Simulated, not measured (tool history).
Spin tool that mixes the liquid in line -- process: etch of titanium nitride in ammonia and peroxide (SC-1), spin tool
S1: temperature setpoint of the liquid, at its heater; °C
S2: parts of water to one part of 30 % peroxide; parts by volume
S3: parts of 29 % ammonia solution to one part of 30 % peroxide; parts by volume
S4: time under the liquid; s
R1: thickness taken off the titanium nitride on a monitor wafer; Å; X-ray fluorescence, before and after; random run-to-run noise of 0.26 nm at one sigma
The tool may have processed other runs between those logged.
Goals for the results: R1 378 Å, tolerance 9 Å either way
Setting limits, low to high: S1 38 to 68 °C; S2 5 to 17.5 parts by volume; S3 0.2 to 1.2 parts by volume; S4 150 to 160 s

{"run": 1, "day": 0.0, "S1": 52, "S2": 9.5, "S3": 0.9, "S4": 150, "R1": 238.86}
{"run": 2, "day": 0.088, "S1": 52, "S2": 6.5, "S3": 0.9, "S4": 150, "R1": 288.83}
{"run": 3, "day": 0.442, "S1": 52, "S2": 8.5, "S3": 0.9, "S4": 150, "R1": 253.51}
{"run": 4, "day": 0.625, "S1": 45.5, "S2": 8.5, "S3": 0.9, "S4": 150, "R1": 161.82}
{"run": 5, "day": 0.65, "S1": 49.5, "S2": 8.5, "S3": 0.9, "S4": 150, "R1": 212.48}
{"run": 6, "day": 0.721, "S1": 52.5, "S2": 8.5, "S3": 0.9, "S4": 150, "R1": 262.76}
{"run": 7, "day": 1.038, "S1": 54.5, "S2": 8.5, "S3": 0.9, "S4": 150, "R1": 300.75}
{"run": 8, "day": 1.154, "S1": 55.5, "S2": 8.5, "S3": 0.9, "S4": 150, "R1": 323.03}
{"run": 9, "day": 1.279, "S1": 56.5, "S2": 8.5, "S3": 0.9, "S4": 150, "R1": 344.63}
{"run": 10, "day": 1.533, "S1": 57, "S2": 8.5, "S3": 0.9, "S4": 150, "R1": 351.14}

Next run, 4 choices. One meets every target within its allowed miss, the rest don't. Which?
{"run": "A", "day": 1.788, "S1": 59, "S2": 10, "S3": 1, "S4": 155, "R1": "?"}
{"run": "B", "day": 1.788, "S1": 53, "S2": 5, "S3": 1, "S4": 160, "R1": "?"}
{"run": "C", "day": 1.788, "S1": 57, "S2": 7.5, "S3": 0.8, "S4": 160, "R1": "?"}
{"run": "D", "day": 1.788, "S1": 59.5, "S2": 9.5, "S3": 0.9, "S4": 150, "R1": "?"}

move=A R1=395.45
move=B R1=376.98
move=C R1=398.37
move=D R1=399.36
A: takes the biggest miss from the last run beyond its target
B: every result lands within tolerance
C: takes the biggest miss from the last run beyond its target
D: takes the biggest miss from the last run beyond its target
B meets every target.
